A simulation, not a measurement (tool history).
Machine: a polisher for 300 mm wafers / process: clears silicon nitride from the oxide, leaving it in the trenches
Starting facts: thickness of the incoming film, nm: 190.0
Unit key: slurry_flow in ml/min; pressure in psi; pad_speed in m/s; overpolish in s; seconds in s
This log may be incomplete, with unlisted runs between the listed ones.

run,hour,slurry_flow,pressure,pad_speed,overpolish,seconds
1,0.0,200,3.1,1.22,9,161.88
2,1.0,200,3.3,1.24,9,150.56
3,7.3,235,3.3,1.24,9,148.09
4,9.8,235,3.3,1.02,9,175.47
5,11.8,235,2.6,1.02,9,228.82
6,14.0,210,2.6,1.02,9,229.51

Predict the results of run 7:
7,22.1,210,3.0,1.04,9,?

seconds: 194.53 s
